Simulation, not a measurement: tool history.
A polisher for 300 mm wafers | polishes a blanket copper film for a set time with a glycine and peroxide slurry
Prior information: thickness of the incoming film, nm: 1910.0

run  hour  flow of slurry (ml/min)  pressure of the wafer on the pad (psi)  speed of the pad under the wafer (cm/s)  polishing time (s)  film removed (nm)
  1     0                      205                                       3                                      122                 104             863.27
  2   6.2                      205                                       3                                      122                 110              903.3
  3     8                      205                                     2.7                                      122                 110             831.02
  4  12.9                      205                                     2.7                                      152                 110             1020.2
  5  18.6                      205                                     2.5                                      148                 110             934.01
  6  21.9                      205                                     2.3                                      146                 110             875.55
  7  28.3                      205                                     2.1                                      142                 110             805.31

Forecast run 8:
  8    31                      205                                       2                                      140                 110                  ?

film removed (nm): 763.55

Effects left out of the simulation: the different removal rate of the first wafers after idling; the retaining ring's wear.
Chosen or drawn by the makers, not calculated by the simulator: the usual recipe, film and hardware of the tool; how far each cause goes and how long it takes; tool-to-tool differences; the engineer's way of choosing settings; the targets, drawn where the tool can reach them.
